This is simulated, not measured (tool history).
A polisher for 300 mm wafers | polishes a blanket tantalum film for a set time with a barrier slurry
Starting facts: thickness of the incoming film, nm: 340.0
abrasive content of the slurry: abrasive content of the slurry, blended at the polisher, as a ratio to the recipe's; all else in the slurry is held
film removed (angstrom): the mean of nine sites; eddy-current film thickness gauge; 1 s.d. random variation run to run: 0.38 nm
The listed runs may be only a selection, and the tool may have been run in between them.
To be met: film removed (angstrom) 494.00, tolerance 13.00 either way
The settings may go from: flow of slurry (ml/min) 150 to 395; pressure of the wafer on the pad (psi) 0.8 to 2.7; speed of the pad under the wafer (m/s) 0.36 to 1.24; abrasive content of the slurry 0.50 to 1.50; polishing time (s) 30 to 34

run,hour,flow of slurry (ml/min),pressure of the wafer on the pad (psi),speed of the pad under the wafer (m/s),abrasive content of the slurry,polishing time (s),film removed (angstrom)
1,0.0,250,1.7,0.80,1.00,34,338.25
2,7.2,250,1.5,0.80,1.00,34,297.07
3,10.0,285,1.5,0.80,1.00,34,301.74
4,15.9,290,1.7,0.80,1.00,34,339.14
5,24.6,290,1.7,0.80,0.85,34,333.81
6,33.2,290,1.7,0.80,0.85,34,333.32
7,34.3,290,1.9,0.80,0.85,34,370.02
8,36.8,290,2.1,0.80,0.85,34,408.72
9,38.4,290,2.2,0.80,0.85,34,427.96
10,41.8,295,2.3,0.80,0.85,34,439.50
11,46.4,295,2.4,0.80,0.85,34,462.14

5 candidate next runs follow, results not yet known. Just one meets every target within its allowed miss. Identify it.
A,51.0,275,2.4,0.80,0.90,32,?
B,51.0,295,2.6,0.72,0.85,34,?
C,51.0,215,2.2,0.88,0.75,34,?
D,51.0,340,2.2,0.86,0.75,33,?
E,51.0,230,2.7,0.76,0.90,34,?

move,film removed (angstrom)
A,438.89
B,453.03
C,446.16
D,439.31
E,490.07
A: moves away from the targets compared with the last run
B: moves away from the targets compared with the last run
C: moves away from the targets compared with the last run
D: moves away from the targets compared with the last run
E: all results land within tolerance of their targets
Move E is the one to make.
